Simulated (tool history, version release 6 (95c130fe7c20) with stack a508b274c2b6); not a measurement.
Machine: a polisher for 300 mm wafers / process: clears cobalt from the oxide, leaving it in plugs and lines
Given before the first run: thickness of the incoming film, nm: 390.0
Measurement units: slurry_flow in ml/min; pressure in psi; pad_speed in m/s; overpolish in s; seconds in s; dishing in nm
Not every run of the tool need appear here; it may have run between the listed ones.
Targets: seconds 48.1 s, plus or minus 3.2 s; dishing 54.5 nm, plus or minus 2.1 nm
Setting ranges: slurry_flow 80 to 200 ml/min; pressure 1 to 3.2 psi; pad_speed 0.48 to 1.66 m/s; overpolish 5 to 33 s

run 1 hour=0 | slurry_flow=130 pressure=2.1 pad_speed=1.06 overpolish=17 | seconds=77.442 dishing=48.107
run 2 hour=5.4 | slurry_flow=105 pressure=2.1 pad_speed=1.06 overpolish=17 | seconds=80.805 dishing=47.237
run 3 hour=13.7 | slurry_flow=105 pressure=2.1 pad_speed=1.06 overpolish=13 | seconds=83.657 dishing=40.516
run 4 hour=21.2 | slurry_flow=110 pressure=2.3 pad_speed=1.06 overpolish=13 | seconds=76.116 dishing=42.337
run 5 hour=28.9 | slurry_flow=110 pressure=2.6 pad_speed=1.06 overpolish=13 | seconds=68.449 dishing=45.857
run 6 hour=33.9 | slurry_flow=115 pressure=2.7 pad_speed=1.08 overpolish=13 | seconds=64.825 dishing=46.605
run 7 hour=37.6 | slurry_flow=115 pressure=2.7 pad_speed=1.08 overpolish=13 | seconds=65.897 dishing=47.354
run 8 hour=46.3 | slurry_flow=120 pressure=2.8 pad_speed=1.12 overpolish=13 | seconds=59.19 dishing=48.421
run 9 hour=54.4 | slurry_flow=120 pressure=2.9 pad_speed=1.12 overpolish=13 | seconds=57.432 dishing=49.852
run 10 hour=55.2 | slurry_flow=120 pressure=3 pad_speed=1.14 overpolish=13 | seconds=55.227 dishing=50.969
run 11 hour=62.1 | slurry_flow=120 pressure=3 pad_speed=1.16 overpolish=13 | seconds=54.434 dishing=51.839
run 12 hour=70.9 | slurry_flow=125 pressure=3 pad_speed=1.16 overpolish=13 | seconds=55.502 dishing=52.41
run 13 hour=75.6 | slurry_flow=130 pressure=3.2 pad_speed=1.22 overpolish=11 | seconds=49.385 dishing=51.017
run 14 hour=79.1 | slurry_flow=130 pressure=3.2 pad_speed=1.24 overpolish=11 | seconds=46.733 dishing=50.705

Which one of the following 5 next-run settings gets every result inside its allowed miss? There is exactly one.
run A hour=82.6 | slurry_flow=125 pressure=3.1 pad_speed=1.36 overpolish=9 | seconds=? dishing=?
run B hour=82.6 | slurry_flow=130 pressure=3.1 pad_speed=1.16 overpolish=11 | seconds=? dishing=?
run C hour=82.6 | slurry_flow=125 pressure=3.1 pad_speed=1.3 overpolish=13 | seconds=? dishing=?
run D hour=82.6 | slurry_flow=135 pressure=3.2 pad_speed=1.24 overpolish=10 | seconds=? dishing=?
run E hour=82.6 | slurry_flow=135 pressure=3.2 pad_speed=1.16 overpolish=12 | seconds=? dishing=?

move=A seconds=44.722 dishing=45.94
move=B seconds=51.623 dishing=47.484
move=C seconds=46.701 dishing=54.388
move=D seconds=46.731 dishing=47.581
move=E seconds=49.804 dishing=50.716
A: further off than the last run
B: further off than the last run
C: meets every target
D: further off than the last run
E: neither nearer nor further off than the last run
Move C is the one to make.
